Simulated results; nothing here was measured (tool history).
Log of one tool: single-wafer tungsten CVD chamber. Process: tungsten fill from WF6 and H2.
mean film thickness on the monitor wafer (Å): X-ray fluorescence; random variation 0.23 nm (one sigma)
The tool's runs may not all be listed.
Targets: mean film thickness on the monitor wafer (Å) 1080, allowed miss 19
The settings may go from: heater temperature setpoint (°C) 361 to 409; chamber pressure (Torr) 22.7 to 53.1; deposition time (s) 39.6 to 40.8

run    day  heater temperature setpoint (°C)  chamber pressure (Torr)  deposition time (s)  mean film thickness on the monitor wafer (Å)
  1      0                               385                     37.9                 39.6                                        943.04
  2  0.112                               385                     43.7                 39.6                                        999.44
  3   0.15                               386                     43.7                 39.6                                        1018.1
  4  0.475                               387                     43.7                 39.6                                        1043.5
  5  0.538                               387                     38.1                 39.6                                        985.95
  6  0.704                               388                     38.1                 39.6                                          1010
  7  0.829                               389                     38.1                 39.6                                        1031.5
  8  1.017                               390                     38.1                 39.6                                        1053.8

5 next moves are on the table. One of them brings every result within its allowed miss. Which?
  A  1.204                               391                     34.8                 39.6                                             ?
  B  1.204                               395                       31                 39.6                                             ?
  C  1.204                               391                     30.4                 40.8                                             ?
  D  1.204                               389                       38                 39.6                                             ?
  E  1.204                               387                     40.1                 40.8                                             ?

move  mean film thickness on the monitor wafer (Å)
   A                                          1037
   B                                        1077.8
   C                                          1011
   D                                        1029.4
   E                                        1037.1
A: further off than the last run
B: meets every target
C: further off than the last run
D: further off than the last run
E: further off than the last run
Move B is the one to make.
